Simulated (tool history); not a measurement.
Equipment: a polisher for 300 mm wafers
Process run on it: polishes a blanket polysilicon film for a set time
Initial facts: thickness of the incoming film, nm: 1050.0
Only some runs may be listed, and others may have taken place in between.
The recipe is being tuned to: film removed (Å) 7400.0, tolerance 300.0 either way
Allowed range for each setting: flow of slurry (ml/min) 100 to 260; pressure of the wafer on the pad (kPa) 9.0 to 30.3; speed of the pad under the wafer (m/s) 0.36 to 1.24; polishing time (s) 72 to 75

| run | hour | flow of slurry (ml/min) | pressure of the wafer on the pad (kPa) | speed of the pad under the wafer (m/s) | polishing time (s) | film removed (Å) |
|---|---|---|---|---|---|---|
| 1 | 0.0 | 165 | 19.3 | 0.80 | 72 | 4904.4 |
| 2 | 2.8 | 170 | 20.7 | 0.80 | 72 | 5262.6 |
| 3 | 4.2 | 170 | 22.1 | 0.80 | 72 | 5710.1 |
| 4 | 7.2 | 170 | 22.8 | 0.80 | 72 | 5923.6 |
| 5 | 15.8 | 170 | 23.4 | 0.80 | 72 | 5981.5 |
| 6 | 24.8 | 170 | 23.4 | 0.88 | 72 | 6355.6 |
| 7 | 30.8 | 175 | 24.1 | 0.88 | 72 | 6687.8 |
| 8 | 35.7 | 175 | 24.8 | 0.88 | 72 | 6908.8 |
| 9 | 41.5 | 180 | 25.5 | 0.88 | 72 | 7091.2 |

5 candidate next runs follow, results not yet known. Just one meets every target within its allowed miss. Identify it.
| A | 47.3 | 180 | 24.8 | 0.82 | 72 | ? |
| B | 47.3 | 200 | 23.4 | 0.88 | 73 | ? |
| C | 47.3 | 170 | 26.2 | 0.80 | 72 | ? |
| D | 47.3 | 215 | 26.2 | 0.92 | 75 | ? |
| E | 47.3 | 175 | 22.8 | 1.04 | 75 | ? |

| move | film removed (Å) |
|---|---|
| A | 6427.5 |
| B | 6547.5 |
| C | 6610.7 |
| D | 7793.3 |
| E | 7148.1 |
A: the biggest miss grows against the last run
B: the biggest miss grows against the last run
C: the biggest miss grows against the last run
D: takes the result that was furthest off past its target
E: meets every target
Move E is the one to make.
